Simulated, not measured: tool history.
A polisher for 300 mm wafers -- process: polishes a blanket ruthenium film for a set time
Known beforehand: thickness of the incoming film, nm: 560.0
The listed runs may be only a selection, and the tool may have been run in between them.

run  hour  flow of slurry (ml/min)  pressure of the wafer on the pad (psi)  speed of the pad under the wafer (cm/s)  polishing time (s)  film removed (Å)
  1     0                      140                                     1.4                                       96                 104            931.12
  2   6.9                      135                                     1.3                                       96                 104            861.63
  3   7.8                      135                                     1.1                                       96                 104            729.83
  4   9.6                      130                                       1                                       96                 104            656.28
  5  14.9                      130                                     1.2                                       96                 104            783.35
  6  22.4                      130                                     1.3                                       96                 104            850.61
  7  25.2                      125                                     1.2                                       96                 104            780.59
  8    26                      125                                     1.1                                       96                 104            715.77
  9  31.9                      125                                       1                                       96                 104            654.18
 10  35.4                      120                                       1                                       96                 104            645.72
 11  39.9                      115                                       1                                       96                 104            638.03
 12  45.4                      110                                       1                                       96                 104            636.38

Estimate the outcome of run 13 from the log above:
 13  50.5                      100                                     0.9                                       96                 104                 ?

For run 13 the tool returned film removed (Å) 556.87.
